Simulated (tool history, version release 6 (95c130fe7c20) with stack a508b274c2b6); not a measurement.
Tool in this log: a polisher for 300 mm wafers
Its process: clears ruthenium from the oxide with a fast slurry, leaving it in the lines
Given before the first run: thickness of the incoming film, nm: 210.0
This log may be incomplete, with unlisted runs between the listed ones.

run,hour,flow of slurry (ml/min),pressure of the wafer on the pad (kPa),speed of the pad under the wafer (m/s),abrasive content of the slurry,overpolish time after the end point (s),time until the end point was called (s),dishing of a wide line in a test structure (Å)
1,0.0,160,21.4,1.12,1.0,23,49.163,653.93
2,4.2,160,19.3,1.12,1.0,23,55.506,628.39
3,7.8,160,19.3,1.12,1.2,23,49.683,685.04
4,10.1,175,19.3,1.12,1.2,23,49.949,703.30
5,11.6,205,19.3,1.12,1.2,23,47.266,730.73
# hour 15.9: worn pad replaced by a new one
6,15.9,200,17.2,1.10,1.2,22,50.413,646.82
7,23.7,190,15.2,1.08,1.2,22,57.735,593.07

Run 8 is up next; what results do you expect?
8,27.5,185,14.5,1.08,1.2,21,?,?

Run 8 produced time until the end point was called (s) 59.809, dishing of a wide line in a test structure (Å) 542.72.
